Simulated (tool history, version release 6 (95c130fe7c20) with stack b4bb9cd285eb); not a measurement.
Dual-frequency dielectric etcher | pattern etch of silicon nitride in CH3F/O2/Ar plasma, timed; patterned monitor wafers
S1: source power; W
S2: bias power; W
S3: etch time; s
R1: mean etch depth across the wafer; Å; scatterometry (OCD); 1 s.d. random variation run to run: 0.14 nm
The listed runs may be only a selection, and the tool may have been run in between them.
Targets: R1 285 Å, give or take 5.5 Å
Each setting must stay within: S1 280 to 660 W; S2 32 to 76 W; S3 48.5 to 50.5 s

Run 1, hour 0: S1 470 W, S2 54 W, S3 48.5 s. Result: R1 329.04 Å.
Run 2, hour 6.9: S1 470 W, S2 54 W, S3 48.5 s. Result: R1 329.53 Å.
Run 3, hour 11.1: S1 470 W, S2 58 W, S3 48.5 s. Result: R1 338.65 Å.
Run 4, hour 16.8: S1 420 W, S2 57 W, S3 48.5 s. Result: R1 326.48 Å.
Run 5, hour 18: S1 420 W, S2 66 W, S3 48.5 s. Result: R1 349.07 Å.
Run 6, hour 25: S1 380 W, S2 62 W, S3 48.5 s. Result: R1 332.4 Å.
Run 7, hour 29.9: S1 350 W, S2 58 W, S3 48.5 s. Result: R1 323.26 Å.
Run 8, hour 36.3: S1 330 W, S2 53 W, S3 48.5 s. Result: R1 306.81 Å.
Run 9, hour 41.6: S1 320 W, S2 51 W, S3 48.5 s. Result: R1 299.53 Å.

4 candidate next runs follow, results not yet known. Just one meets every target within its allowed miss. Identify it.
Run A, hour 46.9: S1 280 W, S2 48 W, S3 48.5 s. Result: R1 ?.
Run B, hour 46.9: S1 320 W, S2 53 W, S3 48.5 s. Result: R1 ?.
Run C, hour 46.9: S1 320 W, S2 49 W, S3 49.5 s. Result: R1 ?.
Run D, hour 46.9: S1 320 W, S2 45 W, S3 50.5 s. Result: R1 ?.

move      R1
   A  287.05
   B  304.61
   C  301.42
   D  297.43
A: all results in spec
B: further off than the last run
C: further off than the last run
D: nearer than the last run, and not there yet
Go with A: it meets all targets.
